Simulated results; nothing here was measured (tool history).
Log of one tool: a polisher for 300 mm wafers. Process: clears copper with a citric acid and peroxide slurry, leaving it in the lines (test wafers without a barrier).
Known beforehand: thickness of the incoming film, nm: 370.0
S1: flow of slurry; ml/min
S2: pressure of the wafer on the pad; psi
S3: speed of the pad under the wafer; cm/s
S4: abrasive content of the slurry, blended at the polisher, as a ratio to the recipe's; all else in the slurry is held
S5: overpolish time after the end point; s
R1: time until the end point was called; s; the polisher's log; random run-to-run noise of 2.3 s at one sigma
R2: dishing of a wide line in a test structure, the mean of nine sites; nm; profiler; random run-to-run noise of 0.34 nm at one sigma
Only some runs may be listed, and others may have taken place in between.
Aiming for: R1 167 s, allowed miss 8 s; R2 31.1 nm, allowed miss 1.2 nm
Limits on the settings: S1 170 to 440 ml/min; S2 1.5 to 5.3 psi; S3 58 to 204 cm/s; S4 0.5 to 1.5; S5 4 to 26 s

run	day	S1	S2	S3	S4	S5	R1	R2
1	0	280	3.4	130	1	13	108.06	36.965
2	0.279	280	3.3	130	1	13	110.33	35.577
3	0.6	280	3.2	130	1	13	110.86	34.775
4	0.888	280	3.1	128	1	14	119.03	35.416
5	1.092	280	3.5	128	1	14	103.75	40.189
6	1.367	335	3.5	128	1	14	104.3	40.616
7	1.642	335	3.3	128	1	14	106.63	38.054
8	1.988	325	3.2	128	1	14	110.88	36.493
9	2.058	315	3.1	128	1	14	116.06	35.298
10	2.396	310	3	128	1	14	121.09	34.237
11	2.567	285	2	126	1	17	179.71	27.862
12	2.754	295	2.1	126	1	17	175.2	29.574

Exactly one of the 4 candidate moves below puts every result within its allowed miss. Which one?
A	2.942	265	2.4	136	1	15	?	?
B	2.942	265	2.3	128	1.05	18	?	?
C	2.942	260	1.9	142	1.05	18	?	?
D	2.942	335	1.8	136	1.15	19	?	?

move	R1	R2
A	140.7	30.748
B	153.96	33.327
C	167.43	30.638
D	176.94	30.522
A: brings the last run's worst result on target, with another outside its allowed miss
B: the result that was furthest off in the last run now lies on the other side of its target
C: each result inside its tolerance
D: brings the last run's worst result on target, with another outside its allowed miss
The move that meets every target is C.
